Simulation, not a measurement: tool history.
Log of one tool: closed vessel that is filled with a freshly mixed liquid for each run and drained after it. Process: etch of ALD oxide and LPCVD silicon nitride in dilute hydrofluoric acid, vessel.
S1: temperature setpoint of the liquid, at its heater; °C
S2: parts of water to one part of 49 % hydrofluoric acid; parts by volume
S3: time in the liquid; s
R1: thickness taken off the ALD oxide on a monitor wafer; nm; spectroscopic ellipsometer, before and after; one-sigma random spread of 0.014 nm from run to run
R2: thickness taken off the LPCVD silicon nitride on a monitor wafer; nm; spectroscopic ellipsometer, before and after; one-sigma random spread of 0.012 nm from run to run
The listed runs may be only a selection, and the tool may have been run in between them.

run,hour,S1,S2,S3,R1,R2
1,0.0,24.0,270,100,4.5134,0.16829
2,5.0,27.0,270,100,4.9657,0.34938
3,13.5,26.5,295,100,4.3971,0.17721
4,17.5,29.5,295,100,4.8382,0.23205
5,24.6,28.0,315,100,4.2887,0.26584
6,27.5,28.0,315,80,3.4265,0.22111

What will run 7 give?
7,32.5,27.0,325,80,?,?

{"run 7": {"R1": 3.1786, "R2": 0.18832}}
